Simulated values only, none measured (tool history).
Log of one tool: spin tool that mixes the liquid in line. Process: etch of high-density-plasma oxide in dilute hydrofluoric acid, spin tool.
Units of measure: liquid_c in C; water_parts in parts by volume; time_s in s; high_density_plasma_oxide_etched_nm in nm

run,hour,liquid_c,water_parts,time_s,high_density_plasma_oxide_etched_nm
1,0,21,250,235,7.4984
2,0.7,21,250,235,7.5827
3,2.4,21,320,235,5.592
4,9.5,21,230,235,8.3731
5,15.9,22.5,225,235,9.1633
6,22.4,24,225,235,9.6719
7,24.1,25,220,235,10.201
8,30.7,25,220,235,10.347

Run 9 has not been measured yet. What should we expect?
9,37.5,26,215,235,?

high_density_plasma_oxide_etched_nm: 11.038 nm
